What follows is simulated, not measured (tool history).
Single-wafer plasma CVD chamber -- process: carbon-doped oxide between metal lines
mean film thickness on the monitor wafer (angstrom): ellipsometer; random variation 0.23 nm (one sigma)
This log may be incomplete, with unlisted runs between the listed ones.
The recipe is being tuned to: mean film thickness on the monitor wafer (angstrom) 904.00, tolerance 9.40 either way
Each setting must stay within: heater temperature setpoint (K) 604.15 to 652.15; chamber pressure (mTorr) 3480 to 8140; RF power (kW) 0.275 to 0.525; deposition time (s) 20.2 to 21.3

run	day	heater temperature setpoint (K)	chamber pressure (mTorr)	RF power (kW)	deposition time (s)	mean film thickness on the monitor wafer (angstrom)
1	0.000	628.15	5810	0.400	21.3	872.81
2	0.204	628.15	5810	0.400	20.2	826.39
3	0.454	625.15	6010	0.400	20.2	840.43
4	0.633	623.15	6180	0.400	20.2	842.37
5	1.004	623.15	6890	0.400	20.2	853.91
# day 1.346: capacitance manometer re-zeroed and calibrated
6	1.346	623.15	6890	0.375	20.2	812.30
7	1.700	621.15	7040	0.380	20.2	819.63
8	2.062	620.15	7150	0.385	20.2	834.08
9	2.279	619.15	7270	0.390	20.2	842.60
10	2.329	618.15	7370	0.395	20.2	853.59
11	2.662	617.15	7460	0.400	20.2	859.85
12	2.958	617.15	7520	0.405	20.2	874.35
13	3.154	616.15	7600	0.405	20.2	873.64
14	3.488	615.15	7670	0.405	20.2	875.14
15	3.592	615.15	7730	0.405	20.2	881.90
16	3.671	615.15	7730	0.405	20.2	875.20

Exactly one of the 5 candidate moves below puts every result within its allowed miss. Which one?
A	3.750	615.15	7180	0.405	20.3	?
B	3.750	617.15	7650	0.375	20.6	?
C	3.750	624.15	7470	0.410	20.2	?
D	3.750	609.15	7930	0.390	20.9	?
E	3.750	624.15	7520	0.385	21.0	?

move	mean film thickness on the monitor wafer (angstrom)
A	876.56
B	843.48
C	862.05
D	900.27
E	858.87
A: about as far from the targets as the last run
B: lands further from the targets than the last run did
C: lands further from the targets than the last run did
D: meets every target
E: lands further from the targets than the last run did
The right move is D.
